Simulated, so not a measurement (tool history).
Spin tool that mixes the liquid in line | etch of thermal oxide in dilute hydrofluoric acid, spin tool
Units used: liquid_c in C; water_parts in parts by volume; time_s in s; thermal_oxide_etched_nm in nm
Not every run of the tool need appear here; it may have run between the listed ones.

run 1 hour=0.0 | liquid_c=23.0 water_parts=235 time_s=310 | thermal_oxide_etched_nm=5.0438
run 2 hour=6.4 | liquid_c=20.0 water_parts=235 time_s=310 | thermal_oxide_etched_nm=4.3936
run 3 hour=7.3 | liquid_c=21.0 water_parts=230 time_s=310 | thermal_oxide_etched_nm=4.8891
run 4 hour=8.6 | liquid_c=22.0 water_parts=225 time_s=310 | thermal_oxide_etched_nm=5.0616
run 5 hour=10.1 | liquid_c=23.0 water_parts=220 time_s=310 | thermal_oxide_etched_nm=5.4476
run 6 hour=16.5 | liquid_c=23.0 water_parts=220 time_s=335 | thermal_oxide_etched_nm=5.8973

Run 7 is up next; what results do you expect?
run 7 hour=21.4 | liquid_c=23.5 water_parts=215 time_s=335 | thermal_oxide_etched_nm=?

Run 7 produced thermal_oxide_etched_nm 5.9836 nm.

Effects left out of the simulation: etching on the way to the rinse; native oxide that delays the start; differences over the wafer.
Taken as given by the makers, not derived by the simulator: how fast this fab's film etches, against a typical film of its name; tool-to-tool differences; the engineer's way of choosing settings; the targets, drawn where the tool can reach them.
